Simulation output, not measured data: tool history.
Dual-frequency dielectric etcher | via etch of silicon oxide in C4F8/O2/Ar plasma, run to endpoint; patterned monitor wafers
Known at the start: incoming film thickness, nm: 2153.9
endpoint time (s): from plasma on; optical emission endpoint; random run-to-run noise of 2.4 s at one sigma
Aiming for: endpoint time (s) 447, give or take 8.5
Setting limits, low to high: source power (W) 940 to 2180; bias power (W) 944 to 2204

| run | hour | source power (W) | bias power (W) | endpoint time (s) |
|---|---|---|---|---|
| 1 | 0 | 1560 | 1574 | 499.03 |
| 2 | 1.5 | 1680 | 1599 | 487.26 |
| 3 | 10.4 | 1790 | 1632 | 475.41 |
| 4 | 13.6 | 1870 | 1660 | 464.94 |
| 5 | 20.2 | 1870 | 1457 | 482.49 |
| 6 | 21.2 | 2030 | 1457 | 469.28 |
| 7 | 27.8 | 2070 | 1495 | 469.97 |
| 8 | 29.3 | 2100 | 1559 | 461.15 |

Below are 5 possible settings for the next run. Only one of them brings all results inside the allowed miss of their targets. Which is it?
| A | 30.8 | 2140 | 1605 | ? |
| B | 30.8 | 2030 | 1481 | ? |
| C | 30.8 | 2030 | 1442 | ? |
| D | 30.8 | 1920 | 1623 | ? |
| E | 30.8 | 2000 | 1599 | ? |

| move | endpoint time (s) |
|---|---|
| A | 449.34 |
| B | 471.73 |
| C | 476.54 |
| D | 464.4 |
| E | 460.57 |
A: hits every target within its allowed miss
B: moves away from the targets compared with the last run
C: moves away from the targets compared with the last run
D: moves away from the targets compared with the last run
E: about the same distance from the targets as the last run
A is the move that brings every result within its allowed miss.
